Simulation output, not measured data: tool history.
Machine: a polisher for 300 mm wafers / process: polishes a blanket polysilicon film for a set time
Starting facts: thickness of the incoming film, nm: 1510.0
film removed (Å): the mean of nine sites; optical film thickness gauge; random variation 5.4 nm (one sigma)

run  hour  flow of slurry (ml/min)  pressure of the wafer on the pad (psi)  speed of the pad under the wafer (m/s)  polishing time (s)  film removed (Å)
  1     0                      275                                     2.9                                    1.12                  77            6380.1
  2   1.7                      275                                     2.9                                    1.32                  77            7422.5
  3  10.1                      305                                     2.9                                    1.32                  77            7574.2
  4  15.3                      300                                     2.4                                    1.24                  77              6150
  5  16.3                      295                                       2                                    1.16                  77            5092.3
  6  24.4                      295                                       2                                    1.16                  77            5105.8
  7  29.2                      295                                     1.8                                     1.1                  77            4622.8

Estimate the outcome of run 8 from the log above:
  8  31.2                      295                                     1.6                                    1.06                  77                 ?

Run 8 gave film removed (Å) 4202.2.

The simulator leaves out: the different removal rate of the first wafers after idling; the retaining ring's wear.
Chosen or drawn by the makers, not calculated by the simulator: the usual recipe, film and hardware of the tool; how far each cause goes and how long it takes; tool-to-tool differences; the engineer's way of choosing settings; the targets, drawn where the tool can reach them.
